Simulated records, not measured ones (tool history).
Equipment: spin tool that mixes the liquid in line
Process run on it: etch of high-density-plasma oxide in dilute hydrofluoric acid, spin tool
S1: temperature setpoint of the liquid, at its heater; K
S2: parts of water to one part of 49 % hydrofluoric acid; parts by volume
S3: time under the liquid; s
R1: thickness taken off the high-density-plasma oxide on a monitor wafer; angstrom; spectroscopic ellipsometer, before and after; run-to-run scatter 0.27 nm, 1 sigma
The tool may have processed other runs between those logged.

run 1 hour=0 | S1=295.15 S2=115 S3=260 | R1=194.02
run 2 hour=6.7 | S1=295.15 S2=140 S3=260 | R1=155.68
run 3 hour=14.3 | S1=296.65 S2=130 S3=260 | R1=176.29
run 4 hour=17.3 | S1=296.65 S2=165 S3=260 | R1=134.36
run 5 hour=19 | S1=296.65 S2=165 S3=280 | R1=147.05
run 6 hour=23.9 | S1=296.65 S2=165 S3=260 | R1=136.61
run 7 hour=25.9 | S1=298.15 S2=150 S3=260 | R1=160.01
run 8 hour=27 | S1=299.15 S2=140 S3=260 | R1=180.95
run 9 hour=35.5 | S1=300.15 S2=130 S3=260 | R1=205.79
run 10 hour=36.4 | S1=300.65 S2=125 S3=260 | R1=219.3
run 11 hour=43.2 | S1=301.15 S2=120 S3=260 | R1=234.44

Run 12 is up next; what results do you expect?
run 12 hour=52.2 | S1=301.65 S2=115 S3=260 | R1=?

R1: 248.96 angstrom

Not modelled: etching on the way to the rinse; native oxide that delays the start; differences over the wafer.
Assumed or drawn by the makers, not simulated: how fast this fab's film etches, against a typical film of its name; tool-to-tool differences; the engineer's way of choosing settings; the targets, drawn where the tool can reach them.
